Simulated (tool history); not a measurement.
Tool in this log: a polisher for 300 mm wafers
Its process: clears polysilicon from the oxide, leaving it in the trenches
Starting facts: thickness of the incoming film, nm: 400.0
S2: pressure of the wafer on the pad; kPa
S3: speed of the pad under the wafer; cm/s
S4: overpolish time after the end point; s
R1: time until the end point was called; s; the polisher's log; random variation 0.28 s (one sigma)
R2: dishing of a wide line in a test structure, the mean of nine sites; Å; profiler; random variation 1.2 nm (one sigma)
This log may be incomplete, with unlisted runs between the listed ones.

{"run": 1, "hour": 0.0, "flow of slurry (ml/min)": 200, "S2": 13.1, "S3": 100, "S4": 19, "R1": 35.852, "R2": 712.25}
{"run": 2, "hour": 4.9, "flow of slurry (ml/min)": 200, "S2": 13.8, "S3": 100, "S4": 17, "R1": 33.87, "R2": 709.55}
{"run": 3, "hour": 7.7, "flow of slurry (ml/min)": 200, "S2": 14.5, "S3": 102, "S4": 15, "R1": 31.498, "R2": 691.99}
{"run": 4, "hour": 14.5, "flow of slurry (ml/min)": 200, "S2": 14.5, "S3": 84, "S4": 15, "R1": 38.341, "R2": 671.55}
{"run": 5, "hour": 19.1, "flow of slurry (ml/min)": 205, "S2": 15.2, "S3": 86, "S4": 14, "R1": 35.664, "R2": 663.97}
{"run": 6, "hour": 28.0, "flow of slurry (ml/min)": 205, "S2": 16.5, "S3": 86, "S4": 14, "R1": 32.509, "R2": 687.81}
{"run": 7, "hour": 31.5, "flow of slurry (ml/min)": 220, "S2": 17.2, "S3": 88, "S4": 13, "R1": 30.671, "R2": 678.98}
{"run": 8, "hour": 35.9, "flow of slurry (ml/min)": 235, "S2": 17.9, "S3": 90, "S4": 12, "R1": 28.227, "R2": 649.99}
{"run": 9, "hour": 42.1, "flow of slurry (ml/min)": 245, "S2": 18.6, "S3": 92, "S4": 11, "R1": 27.125, "R2": 688}
{"run": 10, "hour": 44.9, "flow of slurry (ml/min)": 225, "S2": 18.6, "S3": 92, "S4": 10, "R1": 27.045, "R2": 650.52}
{"run": 11, "hour": 45.7, "flow of slurry (ml/min)": 210, "S2": 18.6, "S3": 94, "S4": 9, "R1": 26.977, "R2": 644.8}
{"run": 12, "hour": 54.6, "flow of slurry (ml/min)": 195, "S2": 18.6, "S3": 96, "S4": 9, "R1": 26.31, "R2": 644.11}
{"run": 13, "hour": 55.8, "flow of slurry (ml/min)": 185, "S2": 18.6, "S3": 98, "S4": 9, "R1": 26.32, "R2": 636.15}
{"run": 14, "hour": 63.4, "flow of slurry (ml/min)": 175, "S2": 18.6, "S3": 100, "S4": 9, "R1": 25.967, "R2": 641.92}
{"run": 15, "hour": 67.0, "flow of slurry (ml/min)": 165, "S2": 18.6, "S3": 102, "S4": 9, "R1": 25.689, "R2": 628.78}
{"run": 16, "hour": 75.3, "flow of slurry (ml/min)": 160, "S2": 18.6, "S3": 104, "S4": 9, "R1": 24.164, "R2": 647.89}
{"run": 17, "hour": 83.6, "flow of slurry (ml/min)": 155, "S2": 18.6, "S3": 104, "S4": 9, "R1": 24.266, "R2": 635.31}
{"run": 18, "hour": 85.5, "flow of slurry (ml/min)": 150, "S2": 18.6, "S3": 104, "S4": 9, "R1": 24.881, "R2": 631.87}

Estimate the outcome of run 19 from the log above:
{"run": 19, "hour": 86.0, "flow of slurry (ml/min)": 145, "S2": 18.6, "S3": 104, "S4": 9, "R1": "?", "R2": "?"}

Run 19 produced R1 25.468 s, R2 631.45 Å.

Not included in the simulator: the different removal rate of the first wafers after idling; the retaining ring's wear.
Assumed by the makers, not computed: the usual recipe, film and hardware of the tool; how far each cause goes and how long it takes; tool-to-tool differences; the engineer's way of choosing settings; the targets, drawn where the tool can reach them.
